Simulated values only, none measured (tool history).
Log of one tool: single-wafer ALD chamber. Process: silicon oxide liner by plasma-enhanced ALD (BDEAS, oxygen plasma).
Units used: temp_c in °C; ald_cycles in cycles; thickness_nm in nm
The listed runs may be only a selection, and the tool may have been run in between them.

run    day  temp_c  ald_cycles  thickness_nm
  1  0.000     315          71        6.5581
  2  0.167     306          71        6.6732
  3  0.421     306          69        6.5067
  4  0.454     315          69        6.4439
  5  0.517     315          68        6.2967
  6  0.546     305          68        6.4263
  7  0.762     305          67        6.3272

The next listed run, before its measurement:
  8  0.892     306          59             ?

{"run 8": {"thickness_nm": 5.5503}}

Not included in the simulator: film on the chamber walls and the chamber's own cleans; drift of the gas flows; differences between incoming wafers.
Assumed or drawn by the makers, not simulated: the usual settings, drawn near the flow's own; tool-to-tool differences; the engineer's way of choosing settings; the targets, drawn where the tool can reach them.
